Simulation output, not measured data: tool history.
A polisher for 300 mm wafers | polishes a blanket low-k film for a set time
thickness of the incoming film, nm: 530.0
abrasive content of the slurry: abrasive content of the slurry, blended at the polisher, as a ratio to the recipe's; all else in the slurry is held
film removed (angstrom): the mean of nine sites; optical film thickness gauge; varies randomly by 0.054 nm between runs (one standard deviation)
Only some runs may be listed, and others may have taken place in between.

| run | hour | flow of slurry (ml/min) | pressure of the wafer on the pad (psi) | speed of the pad under the wafer (m/s) | abrasive content of the slurry | polishing time (s) | film removed (angstrom) |
|---|---|---|---|---|---|---|---|
| 1 | 0.0 | 210 | 1.3 | 1.26 | 1.0 | 29 | 91.812 |
| 2 | 3.1 | 205 | 1.2 | 1.26 | 1.0 | 29 | 83.586 |
| 3 | 5.8 | 205 | 1.2 | 1.46 | 1.0 | 29 | 92.792 |
| 4 | 14.8 | 200 | 1.1 | 1.46 | 1.0 | 29 | 85.881 |
| 5 | 21.7 | 200 | 1.1 | 1.46 | 1.0 | 26 | 75.518 |
| 6 | 24.9 | 160 | 1.1 | 1.46 | 1.0 | 26 | 74.491 |
| 7 | 33.3 | 155 | 1.1 | 1.46 | 1.0 | 26 | 73.510 |

Run 8 is up next; what results do you expect?
| 8 | 37.8 | 150 | 1.1 | 1.46 | 1.0 | 26 | ? |

film removed (angstrom): 73.489
